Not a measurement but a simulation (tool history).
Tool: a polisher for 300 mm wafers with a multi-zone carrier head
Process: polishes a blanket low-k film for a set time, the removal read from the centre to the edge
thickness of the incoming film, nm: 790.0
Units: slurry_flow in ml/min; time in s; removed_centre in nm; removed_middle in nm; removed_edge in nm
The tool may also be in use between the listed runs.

{"run": 1, "hour": 0.0, "slurry_flow": 260, "centre_zone": 1.0, "middle_zone": 1.0, "edge_zone": 1.0, "slurry_solids": 1.0, "time": 70, "removed_centre": 32.796, "removed_middle": 33.73, "removed_edge": 31.747}
{"run": 2, "hour": 5.6, "slurry_flow": 260, "centre_zone": 1.0, "middle_zone": 1.0, "edge_zone": 1.09, "slurry_solids": 1.0, "time": 70, "removed_centre": 32.571, "removed_middle": 32.96, "removed_edge": 32.942}
{"run": 3, "hour": 9.3, "slurry_flow": 255, "centre_zone": 0.99, "middle_zone": 1.0, "edge_zone": 1.05, "slurry_solids": 0.95, "time": 70, "removed_centre": 31.697, "removed_middle": 31.027, "removed_edge": 31.068}
{"run": 4, "hour": 12.6, "slurry_flow": 255, "centre_zone": 0.99, "middle_zone": 1.0, "edge_zone": 1.05, "slurry_solids": 0.95, "time": 86, "removed_centre": 38.976, "removed_middle": 38.326, "removed_edge": 39.392}
{"run": 5, "hour": 17.3, "slurry_flow": 255, "centre_zone": 0.99, "middle_zone": 1.0, "edge_zone": 1.13, "slurry_solids": 0.95, "time": 86, "removed_centre": 39.328, "removed_middle": 39.766, "removed_edge": 40.19}
{"run": 6, "hour": 19.7, "slurry_flow": 255, "centre_zone": 0.99, "middle_zone": 1.0, "edge_zone": 1.13, "slurry_solids": 0.95, "time": 94, "removed_centre": 42.222, "removed_middle": 43.625, "removed_edge": 44.262}
{"run": 7, "hour": 28.3, "slurry_flow": 255, "centre_zone": 0.99, "middle_zone": 1.0, "edge_zone": 1.13, "slurry_solids": 0.95, "time": 94, "removed_centre": 43.167, "removed_middle": 42.527, "removed_edge": 43.732}
{"run": 8, "hour": 28.8, "slurry_flow": 265, "centre_zone": 0.99, "middle_zone": 1.03, "edge_zone": 1.1, "slurry_solids": 0.8, "time": 89, "removed_centre": 37.436, "removed_middle": 39.388, "removed_edge": 38.636}
{"run": 9, "hour": 30.4, "slurry_flow": 265, "centre_zone": 1.0, "middle_zone": 1.04, "edge_zone": 1.07, "slurry_solids": 0.7, "time": 86, "removed_centre": 34.367, "removed_middle": 35.291, "removed_edge": 34.492}
{"run": 10, "hour": 31.6, "slurry_flow": 260, "centre_zone": 0.99, "middle_zone": 1.06, "edge_zone": 1.04, "slurry_solids": 0.65, "time": 85, "removed_centre": 32.494, "removed_middle": 35.126, "removed_edge": 32.08}

The next listed run, before its measurement:
{"run": 11, "hour": 37.8, "slurry_flow": 245, "centre_zone": 0.98, "middle_zone": 1.05, "edge_zone": 1.01, "slurry_solids": 0.6, "time": 85, "removed_centre": "?", "removed_middle": "?", "removed_edge": "?"}

removed_centre: 30.632 nm
removed_middle: 33.004 nm
removed_edge: 30.363 nm

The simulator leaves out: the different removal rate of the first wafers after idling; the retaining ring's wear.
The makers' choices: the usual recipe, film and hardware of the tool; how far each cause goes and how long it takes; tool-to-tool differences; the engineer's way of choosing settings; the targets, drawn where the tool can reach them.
